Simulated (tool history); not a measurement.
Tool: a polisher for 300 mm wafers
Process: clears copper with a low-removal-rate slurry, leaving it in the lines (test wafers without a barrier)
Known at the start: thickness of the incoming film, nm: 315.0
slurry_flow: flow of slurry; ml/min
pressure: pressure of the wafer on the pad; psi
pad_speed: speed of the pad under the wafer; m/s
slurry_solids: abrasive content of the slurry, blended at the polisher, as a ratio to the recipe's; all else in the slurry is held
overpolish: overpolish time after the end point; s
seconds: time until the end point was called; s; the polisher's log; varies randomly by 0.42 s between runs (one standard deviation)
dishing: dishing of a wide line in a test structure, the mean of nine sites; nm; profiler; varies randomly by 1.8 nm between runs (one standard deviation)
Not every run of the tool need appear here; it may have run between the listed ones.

run  hour  slurry_flow  pressure  pad_speed  slurry_solids  overpolish  seconds  dishing
  1   0.0          145       3.5       1.28           1.00          28   58.972   70.240
  2   3.4          145       3.9       1.28           1.00          28   53.205   79.069
  3  10.2          145       4.7       1.28           1.00          28   44.488   85.418
  4  13.1          170       4.7       1.28           1.00          28   43.047   83.327
  5  20.2          170       4.7       1.28           1.15          28   42.396   89.091
  6  23.4          170       5.1       1.28           1.15          28   38.622   87.950

What will run 7 give?
  7  30.1          170       5.1       1.28           1.15          27        ?        ?

seconds: 37.922 s
dishing: 91.328 nm
